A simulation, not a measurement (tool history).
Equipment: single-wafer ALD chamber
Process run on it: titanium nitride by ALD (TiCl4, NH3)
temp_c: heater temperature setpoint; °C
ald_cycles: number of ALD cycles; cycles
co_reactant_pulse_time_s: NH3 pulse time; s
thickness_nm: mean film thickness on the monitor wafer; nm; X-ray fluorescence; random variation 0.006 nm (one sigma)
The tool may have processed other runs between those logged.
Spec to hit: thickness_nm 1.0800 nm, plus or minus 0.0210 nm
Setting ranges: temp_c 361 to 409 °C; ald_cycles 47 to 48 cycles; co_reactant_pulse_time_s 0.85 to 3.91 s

run	hour	temp_c	ald_cycles	co_reactant_pulse_time_s	thickness_nm
1	0.0	385	47	2.38	1.2597
2	8.8	385	47	2.05	1.2352
3	15.1	380	47	1.79	1.2144
4	16.0	380	47	1.79	1.2189
5	18.0	376	47	1.59	1.1890
6	20.3	376	47	1.59	1.1974
# hour 22.3: thermocouple changed; heater temperature recalibrated
7	22.3	364	47	0.85	0.6486
8	27.2	364	47	0.85	0.6516

5 candidate next runs follow, results not yet known. Just one meets every target within its allowed miss. Identify it.
A	32.1	364	47	1.13	?
B	32.1	362	48	1.16	?
C	32.1	366	47	1.08	?
D	32.1	376	47	1.01	?
E	32.1	380	48	1.60	?

move	thickness_nm
A	1.0536
B	1.0817
C	1.0353
D	1.0309
E	1.2350
A: nearer the targets than the last run, but a result is still out of spec
B: each result inside its tolerance
C: nearer the targets than the last run, but a result is still out of spec
D: nearer the targets than the last run, but a result is still out of spec
E: takes the biggest miss from the last run beyond its target
Move B is the one to make.
